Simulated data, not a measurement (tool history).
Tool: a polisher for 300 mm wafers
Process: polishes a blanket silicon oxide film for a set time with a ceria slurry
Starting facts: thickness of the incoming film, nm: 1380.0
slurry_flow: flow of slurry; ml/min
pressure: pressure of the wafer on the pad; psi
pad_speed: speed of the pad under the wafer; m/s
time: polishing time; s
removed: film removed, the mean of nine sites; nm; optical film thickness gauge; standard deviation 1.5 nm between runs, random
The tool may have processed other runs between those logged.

run  hour  slurry_flow  pressure  pad_speed  time  removed
  1   0.0          140       3.9       0.88    25  114.610
  2   1.3          145       4.1       0.88    25  116.960
  3   9.1          145       3.3       0.88    25   99.451
  4  13.0          145       3.3       1.00    25  110.010
  5  21.9          145       3.3       1.16    25  128.580
  6  24.4          145       3.3       1.16    25  130.880

Predict the results of run 7:
  7  28.9          145       3.4       1.16    25        ?

{"run 7": {"removed": 133.96}}
